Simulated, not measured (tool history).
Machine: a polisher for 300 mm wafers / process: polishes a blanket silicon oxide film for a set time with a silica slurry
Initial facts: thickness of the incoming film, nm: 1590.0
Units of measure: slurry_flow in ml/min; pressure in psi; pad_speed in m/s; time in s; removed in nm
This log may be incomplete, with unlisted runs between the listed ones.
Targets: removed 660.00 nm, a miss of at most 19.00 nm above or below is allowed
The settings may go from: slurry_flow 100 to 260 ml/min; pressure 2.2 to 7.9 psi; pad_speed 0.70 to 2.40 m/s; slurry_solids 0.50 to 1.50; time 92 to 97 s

run  hour  slurry_flow  pressure  pad_speed  slurry_solids  time  removed
  1   0.0          165       5.0       1.54           1.00    92   531.27
  2   1.1          165       5.0       1.54           0.90    92   518.28
  3   2.6          175       5.3       1.54           0.90    92   546.34
  4   7.2          175       5.6       1.54           0.90    92   564.54
  5  13.7          175       5.9       1.54           0.90    92   578.77
  6  21.9          180       6.1       1.54           0.90    92   600.40
  7  22.9          180       6.3       1.54           0.90    92   606.59
  8  24.6          185       6.5       1.54           0.90    92   615.96

Which single option among these 4 for the next run brings every result within its allowed miss of target? Just one does.
  A  26.3          195       7.4       1.10           0.95    97        ?
  B  26.3          195       6.4       1.52           1.00    95        ?
  C  26.3          250       5.8       1.58           0.65    97        ?
  D  26.3          170       6.9       1.38           0.90    92        ?

move  removed
   A   571.93
   B   661.43
   C   595.05
   D   598.71
A: the biggest miss grows against the last run
B: every result within its allowed miss
C: the biggest miss grows against the last run
D: the biggest miss grows against the last run
B is the move that brings every result within its allowed miss.

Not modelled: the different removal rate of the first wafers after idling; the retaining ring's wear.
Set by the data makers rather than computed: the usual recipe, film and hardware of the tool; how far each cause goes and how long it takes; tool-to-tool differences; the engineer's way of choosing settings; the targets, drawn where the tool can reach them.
